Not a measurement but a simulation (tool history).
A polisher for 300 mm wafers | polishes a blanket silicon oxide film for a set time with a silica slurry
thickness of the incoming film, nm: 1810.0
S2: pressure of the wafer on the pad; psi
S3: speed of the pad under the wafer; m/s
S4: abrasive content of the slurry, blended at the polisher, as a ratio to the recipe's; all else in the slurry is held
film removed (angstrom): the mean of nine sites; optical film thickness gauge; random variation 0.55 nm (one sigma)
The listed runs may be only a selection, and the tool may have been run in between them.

Run 1, day 0.000: flow of slurry (ml/min) 315, S2 3.6 psi, S3 1.40 m/s, S4 1.0, polishing time (s) 57. Result: film removed (angstrom) 1678.20.
Run 2, day 0.083: flow of slurry (ml/min) 315, S2 3.6 psi, S3 1.40 m/s, S4 1.0, polishing time (s) 57. Result: film removed (angstrom) 1665.70.
Run 3, day 0.150: flow of slurry (ml/min) 315, S2 3.2 psi, S3 1.30 m/s, S4 1.0, polishing time (s) 57. Result: film removed (angstrom) 1398.20.
Run 4, day 0.462: flow of slurry (ml/min) 315, S2 3.9 psi, S3 1.30 m/s, S4 1.0, polishing time (s) 57. Result: film removed (angstrom) 1695.50.
Run 5, day 0.683: flow of slurry (ml/min) 370, S2 3.9 psi, S3 1.30 m/s, S4 1.0, polishing time (s) 57. Result: film removed (angstrom) 1704.90.
Run 6, day 0.796: flow of slurry (ml/min) 370, S2 3.9 psi, S3 1.30 m/s, S4 1.2, polishing time (s) 57. Result: film removed (angstrom) 1835.10.
Run 7, day 0.992: flow of slurry (ml/min) 370, S2 3.5 psi, S3 1.18 m/s, S4 1.2, polishing time (s) 57. Result: film removed (angstrom) 1532.80.
Run 8, day 1.025: flow of slurry (ml/min) 370, S2 3.1 psi, S3 1.08 m/s, S4 1.2, polishing time (s) 57. Result: film removed (angstrom) 1280.00.
Run 9, day 1.188: flow of slurry (ml/min) 370, S2 2.8 psi, S3 1.02 m/s, S4 1.2, polishing time (s) 57. Result: film removed (angstrom) 1090.10.
Run 10, day 1.504: flow of slurry (ml/min) 370, S2 2.8 psi, S3 1.02 m/s, S4 1.2, polishing time (s) 57. Result: film removed (angstrom) 1094.80.
Run 11, day 1.546: flow of slurry (ml/min) 370, S2 2.6 psi, S3 1.00 m/s, S4 1.2, polishing time (s) 57. Result: film removed (angstrom) 1006.90.

For run 12, what comes out?
Run 12, day 1.904: flow of slurry (ml/min) 370, S2 2.4 psi, S3 0.98 m/s, S4 1.2, polishing time (s) 57. Result: film removed (angstrom) ?.

film removed (angstrom): 921.22

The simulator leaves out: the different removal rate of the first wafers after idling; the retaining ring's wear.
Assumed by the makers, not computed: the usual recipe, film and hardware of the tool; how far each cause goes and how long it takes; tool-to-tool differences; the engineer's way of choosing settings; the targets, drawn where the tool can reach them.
